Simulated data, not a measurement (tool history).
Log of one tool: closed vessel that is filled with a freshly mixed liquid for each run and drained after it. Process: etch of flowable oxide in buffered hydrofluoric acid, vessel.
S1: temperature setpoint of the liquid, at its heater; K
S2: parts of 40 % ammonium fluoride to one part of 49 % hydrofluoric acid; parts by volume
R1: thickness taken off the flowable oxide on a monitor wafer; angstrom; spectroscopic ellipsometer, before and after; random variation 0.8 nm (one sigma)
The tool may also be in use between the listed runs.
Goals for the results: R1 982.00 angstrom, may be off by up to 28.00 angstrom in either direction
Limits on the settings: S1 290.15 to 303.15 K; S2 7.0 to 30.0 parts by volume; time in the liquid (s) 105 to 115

{"run": 1, "hour": 0.0, "S1": 295.15, "S2": 19.0, "time in the liquid (s)": 105, "R1": 1499.3}
{"run": 2, "hour": 7.5, "S1": 295.15, "S2": 21.5, "time in the liquid (s)": 105, "R1": 1331.4}
{"run": 3, "hour": 13.1, "S1": 295.15, "S2": 19.0, "time in the liquid (s)": 105, "R1": 1490.2}
{"run": 4, "hour": 15.6, "S1": 295.15, "S2": 19.0, "time in the liquid (s)": 105, "R1": 1483.0}
{"run": 5, "hour": 22.4, "S1": 295.15, "S2": 21.0, "time in the liquid (s)": 105, "R1": 1347.1}
{"run": 6, "hour": 28.6, "S1": 294.15, "S2": 21.0, "time in the liquid (s)": 105, "R1": 1267.4}
{"run": 7, "hour": 36.4, "S1": 293.65, "S2": 21.0, "time in the liquid (s)": 105, "R1": 1243.1}
{"run": 8, "hour": 44.9, "S1": 293.15, "S2": 21.0, "time in the liquid (s)": 105, "R1": 1234.3}
{"run": 9, "hour": 51.4, "S1": 292.65, "S2": 21.5, "time in the liquid (s)": 105, "R1": 1177.4}
{"run": 10, "hour": 58.2, "S1": 292.15, "S2": 22.0, "time in the liquid (s)": 105, "R1": 1100.7}
{"run": 11, "hour": 62.4, "S1": 291.65, "S2": 22.0, "time in the liquid (s)": 105, "R1": 1082.7}
{"run": 12, "hour": 65.4, "S1": 291.15, "S2": 22.0, "time in the liquid (s)": 105, "R1": 1046.5}
{"run": 13, "hour": 69.2, "S1": 290.65, "S2": 22.0, "time in the liquid (s)": 105, "R1": 1027.1}

Consider the 5 candidate settings below. Which is the only one whose results all fall within their allowed miss of target?
{"run": "A", "hour": 73.0, "S1": 290.15, "S2": 22.0, "time in the liquid (s)": 105, "R1": "?"}
{"run": "B", "hour": 73.0, "S1": 290.65, "S2": 20.5, "time in the liquid (s)": 105, "R1": "?"}
{"run": "C", "hour": 73.0, "S1": 290.65, "S2": 21.0, "time in the liquid (s)": 105, "R1": "?"}
{"run": "D", "hour": 73.0, "S1": 290.15, "S2": 22.5, "time in the liquid (s)": 115, "R1": "?"}
{"run": "E", "hour": 73.0, "S1": 292.15, "S2": 25.5, "time in the liquid (s)": 110, "R1": "?"}

move=A R1=983.93
move=B R1=1063.50
move=C R1=1045.90
move=D R1=1061.00
move=E R1=1044.30
A: hits every target within its allowed miss
B: moves away from the targets compared with the last run
C: moves away from the targets compared with the last run
D: moves away from the targets compared with the last run
E: moves away from the targets compared with the last run
Move A is the one to make.
